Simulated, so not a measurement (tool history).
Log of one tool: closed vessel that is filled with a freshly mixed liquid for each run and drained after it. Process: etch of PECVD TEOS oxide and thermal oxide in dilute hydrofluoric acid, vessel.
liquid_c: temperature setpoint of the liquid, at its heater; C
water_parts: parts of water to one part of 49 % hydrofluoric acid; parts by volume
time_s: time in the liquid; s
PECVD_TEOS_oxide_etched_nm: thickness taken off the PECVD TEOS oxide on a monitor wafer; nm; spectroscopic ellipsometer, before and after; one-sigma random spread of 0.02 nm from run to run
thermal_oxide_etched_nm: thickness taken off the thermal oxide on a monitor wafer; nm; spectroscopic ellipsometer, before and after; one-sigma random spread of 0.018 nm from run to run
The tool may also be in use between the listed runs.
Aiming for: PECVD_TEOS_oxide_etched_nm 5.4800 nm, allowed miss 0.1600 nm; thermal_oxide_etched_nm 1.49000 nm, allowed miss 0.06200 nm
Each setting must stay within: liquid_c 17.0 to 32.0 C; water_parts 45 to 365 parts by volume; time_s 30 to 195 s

Run 1, hour 0.0: liquid_c 24.0 C, water_parts 205 parts by volume, time_s 100 s. Result: PECVD_TEOS_oxide_etched_nm 6.8923 nm, thermal_oxide_etched_nm 1.88070 nm.
Run 2, hour 2.7: liquid_c 22.5 C, water_parts 205 parts by volume, time_s 100 s. Result: PECVD_TEOS_oxide_etched_nm 6.5101 nm, thermal_oxide_etched_nm 1.76330 nm.
Run 3, hour 8.3: liquid_c 22.5 C, water_parts 275 parts by volume, time_s 100 s. Result: PECVD_TEOS_oxide_etched_nm 4.5507 nm, thermal_oxide_etched_nm 1.23390 nm.
Run 4, hour 16.0: liquid_c 25.0 C, water_parts 275 parts by volume, time_s 100 s. Result: PECVD_TEOS_oxide_etched_nm 4.9529 nm, thermal_oxide_etched_nm 1.33940 nm.
Run 5, hour 18.4: liquid_c 25.0 C, water_parts 305 parts by volume, time_s 100 s. Result: PECVD_TEOS_oxide_etched_nm 4.3288 nm, thermal_oxide_etched_nm 1.17750 nm.
Run 6, hour 23.2: liquid_c 25.0 C, water_parts 365 parts by volume, time_s 100 s. Result: PECVD_TEOS_oxide_etched_nm 3.4485 nm, thermal_oxide_etched_nm 0.95476 nm.
Run 7, hour 27.4: liquid_c 26.5 C, water_parts 350 parts by volume, time_s 100 s. Result: PECVD_TEOS_oxide_etched_nm 3.8321 nm, thermal_oxide_etched_nm 1.03850 nm.
Run 8, hour 32.1: liquid_c 27.5 C, water_parts 340 parts by volume, time_s 100 s. Result: PECVD_TEOS_oxide_etched_nm 4.1040 nm, thermal_oxide_etched_nm 1.11190 nm.
Run 9, hour 34.7: liquid_c 28.5 C, water_parts 330 parts by volume, time_s 100 s. Result: PECVD_TEOS_oxide_etched_nm 4.4180 nm, thermal_oxide_etched_nm 1.19610 nm.
Run 10, hour 41.8: liquid_c 29.0 C, water_parts 325 parts by volume, time_s 100 s. Result: PECVD_TEOS_oxide_etched_nm 4.5798 nm, thermal_oxide_etched_nm 1.22640 nm.

Pick the move, out of 5, that brings all results within their allowed miss; only one does.
Run A, hour 48.9: liquid_c 30.5 C, water_parts 340 parts by volume, time_s 120 s. Result: PECVD_TEOS_oxide_etched_nm ?, thermal_oxide_etched_nm ?.
Run B, hour 48.9: liquid_c 32.0 C, water_parts 330 parts by volume, time_s 120 s. Result: PECVD_TEOS_oxide_etched_nm ?, thermal_oxide_etched_nm ?.
Run C, hour 48.9: liquid_c 21.5 C, water_parts 365 parts by volume, time_s 195 s. Result: PECVD_TEOS_oxide_etched_nm ?, thermal_oxide_etched_nm ?.
Run D, hour 48.9: liquid_c 27.5 C, water_parts 310 parts by volume, time_s 125 s. Result: PECVD_TEOS_oxide_etched_nm ?, thermal_oxide_etched_nm ?.
Run E, hour 48.9: liquid_c 28.0 C, water_parts 290 parts by volume, time_s 115 s. Result: PECVD_TEOS_oxide_etched_nm ?, thermal_oxide_etched_nm ?.

move  PECVD_TEOS_oxide_etched_nm  thermal_oxide_etched_nm
   A                      5.4412                  1.49180
   B                      5.9392                  1.62830
   C                      5.9604                  1.63410
   D                      5.8154                  1.59440
   E                      5.9369                  1.62770
A: each result inside its tolerance
B: takes the result that was furthest off past its target
C: takes the result that was furthest off past its target
D: takes the result that was furthest off past its target
E: takes the result that was furthest off past its target
Move A is the one to make.
